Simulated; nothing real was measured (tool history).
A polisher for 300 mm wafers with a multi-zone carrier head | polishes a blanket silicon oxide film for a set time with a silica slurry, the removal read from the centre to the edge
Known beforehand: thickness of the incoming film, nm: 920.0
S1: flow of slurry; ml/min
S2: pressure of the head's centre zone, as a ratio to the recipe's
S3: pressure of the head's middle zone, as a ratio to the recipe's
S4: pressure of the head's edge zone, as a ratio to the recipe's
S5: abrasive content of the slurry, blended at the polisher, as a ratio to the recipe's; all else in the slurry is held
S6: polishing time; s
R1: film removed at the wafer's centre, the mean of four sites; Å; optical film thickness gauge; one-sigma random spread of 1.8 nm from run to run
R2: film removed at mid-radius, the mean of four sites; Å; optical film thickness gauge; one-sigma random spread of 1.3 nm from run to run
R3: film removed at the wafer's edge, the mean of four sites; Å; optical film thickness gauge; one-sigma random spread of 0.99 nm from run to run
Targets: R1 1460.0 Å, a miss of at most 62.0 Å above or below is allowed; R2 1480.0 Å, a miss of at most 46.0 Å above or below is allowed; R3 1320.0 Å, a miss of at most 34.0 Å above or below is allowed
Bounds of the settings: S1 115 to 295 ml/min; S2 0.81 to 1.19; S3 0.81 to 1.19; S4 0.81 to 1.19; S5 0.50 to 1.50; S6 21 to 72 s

{"run": 1, "hour": 0.0, "S1": 190, "S2": 1.0, "S3": 1.0, "S4": 1.0, "S5": 1.0, "S6": 46, "R1": 1637.0, "R2": 1617.6, "R3": 1616.4}
{"run": 2, "hour": 4.0, "S1": 190, "S2": 1.0, "S3": 1.0, "S4": 1.06, "S5": 1.0, "S6": 46, "R1": 1639.2, "R2": 1594.3, "R3": 1652.1}
{"run": 3, "hour": 6.1, "S1": 185, "S2": 1.01, "S3": 1.01, "S4": 1.02, "S5": 0.95, "S6": 46, "R1": 1571.6, "R2": 1554.1, "R3": 1579.0}
{"run": 4, "hour": 9.2, "S1": 180, "S2": 1.03, "S3": 1.02, "S4": 0.98, "S5": 0.9, "S6": 46, "R1": 1571.8, "R2": 1505.6, "R3": 1486.1}
{"run": 5, "hour": 12.0, "S1": 180, "S2": 1.03, "S3": 1.02, "S4": 0.98, "S5": 1.1, "S6": 46, "R1": 1742.7, "R2": 1698.4, "R3": 1703.6}
{"run": 6, "hour": 14.2, "S1": 180, "S2": 1.03, "S3": 1.02, "S4": 1.05, "S5": 1.1, "S6": 46, "R1": 1745.7, "R2": 1686.8, "R3": 1715.1}
{"run": 7, "hour": 20.2, "S1": 175, "S2": 1.04, "S3": 1.04, "S4": 1.02, "S5": 1.05, "S6": 46, "R1": 1708.5, "R2": 1692.8, "R3": 1660.5}
{"run": 8, "hour": 25.4, "S1": 175, "S2": 1.04, "S3": 1.05, "S4": 0.99, "S5": 1.0, "S6": 46, "R1": 1650.5, "R2": 1657.7, "R3": 1584.4}
{"run": 9, "hour": 29.1, "S1": 170, "S2": 1.04, "S3": 1.05, "S4": 0.97, "S5": 0.95, "S6": 46, "R1": 1626.3, "R2": 1587.3, "R3": 1528.5}
{"run": 10, "hour": 32.4, "S1": 170, "S2": 1.04, "S3": 1.06, "S4": 0.95, "S5": 0.9, "S6": 46, "R1": 1527.5, "R2": 1565.5, "R3": 1447.7}
{"run": 11, "hour": 40.8, "S1": 165, "S2": 1.04, "S3": 1.06, "S4": 0.93, "S5": 0.9, "S6": 46, "R1": 1536.1, "R2": 1559.5, "R3": 1439.1}
{"run": 12, "hour": 44.1, "S1": 160, "S2": 1.04, "S3": 1.06, "S4": 0.91, "S5": 0.9, "S6": 46, "R1": 1511.0, "R2": 1542.2, "R3": 1435.3}
{"run": 13, "hour": 51.3, "S1": 155, "S2": 1.05, "S3": 1.06, "S4": 0.9, "S5": 0.9, "S6": 46, "R1": 1539.5, "R2": 1516.7, "R3": 1430.6}
{"run": 14, "hour": 52.9, "S1": 155, "S2": 1.05, "S3": 1.07, "S4": 0.89, "S5": 0.9, "S6": 46, "R1": 1532.0, "R2": 1555.9, "R3": 1443.2}
{"run": 15, "hour": 56.5, "S1": 155, "S2": 1.05, "S3": 1.07, "S4": 0.89, "S5": 0.85, "S6": 46, "R1": 1489.2, "R2": 1483.8, "R3": 1373.4}
{"run": 16, "hour": 65.3, "S1": 155, "S2": 1.05, "S3": 1.07, "S4": 0.88, "S5": 0.85, "S6": 46, "R1": 1476.3, "R2": 1459.4, "R3": 1354.4}
{"run": 17, "hour": 72.6, "S1": 155, "S2": 1.05, "S3": 1.08, "S4": 0.87, "S5": 0.85, "S6": 46, "R1": 1496.1, "R2": 1480.8, "R3": 1375.1}

Pick the move, out of 4, that brings all results within their allowed miss; only one does.
{"run": "A", "hour": 79.9, "S1": 160, "S2": 1.04, "S3": 1.09, "S4": 0.84, "S5": 0.8, "S6": 47, "R1": "?", "R2": "?", "R3": "?"}
{"run": "B", "hour": 79.9, "S1": 115, "S2": 1.0, "S3": 1.06, "S4": 0.91, "S5": 0.95, "S6": 47, "R1": "?", "R2": "?", "R3": "?"}
{"run": "C", "hour": 79.9, "S1": 155, "S2": 1.04, "S3": 1.05, "S4": 0.97, "S5": 0.7, "S6": 54, "R1": "?", "R2": "?", "R3": "?"}
{"run": "D", "hour": 79.9, "S1": 115, "S2": 0.95, "S3": 1.03, "S4": 0.94, "S5": 0.9, "S6": 49, "R1": "?", "R2": "?", "R3": "?"}

move=A R1=1445.9 R2=1470.3 R3=1325.4
move=B R1=1450.0 R2=1511.8 R3=1459.1
move=C R1=1484.6 R2=1463.5 R3=1430.0
move=D R1=1386.7 R2=1486.5 R3=1486.1
A: every result lands within tolerance
B: its largest miss is bigger than the last run's
C: its largest miss is bigger than the last run's
D: its largest miss is bigger than the last run's
Correct choice: A, which meets every target
